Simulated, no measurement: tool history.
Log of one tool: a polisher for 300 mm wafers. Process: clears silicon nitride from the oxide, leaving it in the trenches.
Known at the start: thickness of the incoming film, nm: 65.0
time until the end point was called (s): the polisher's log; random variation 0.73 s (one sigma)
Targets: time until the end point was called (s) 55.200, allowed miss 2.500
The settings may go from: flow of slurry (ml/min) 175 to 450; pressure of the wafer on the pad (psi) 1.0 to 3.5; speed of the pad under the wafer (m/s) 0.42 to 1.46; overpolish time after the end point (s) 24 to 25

run	hour	flow of slurry (ml/min)	pressure of the wafer on the pad (psi)	speed of the pad under the wafer (m/s)	overpolish time after the end point (s)	time until the end point was called (s)
1	0.0	290	2.2	0.94	24	97.560
2	6.3	290	2.5	0.94	24	90.405
3	11.9	255	2.5	0.94	24	90.346
4	20.2	255	2.5	1.06	24	81.091
5	25.3	255	2.8	1.08	24	74.185
6	32.3	255	2.8	1.20	24	67.253
7	37.7	255	3.0	1.20	24	63.813
8	42.8	255	3.1	1.20	24	61.167
9	46.0	255	3.1	1.20	24	60.795
10	53.4	255	3.2	1.20	24	60.969

Which of these 4 next moves meets every target?
A	60.8	245	3.3	1.28	25	?
B	60.8	265	3.0	1.24	24	?
C	60.8	320	2.6	1.24	24	?
D	60.8	240	2.8	1.26	25	?

move	time until the end point was called (s)
A	54.322
B	59.979
C	65.964
D	62.766
A: meets every target
B: nearer than the last run, and not there yet
C: further off than the last run
D: further off than the last run
Answer: A
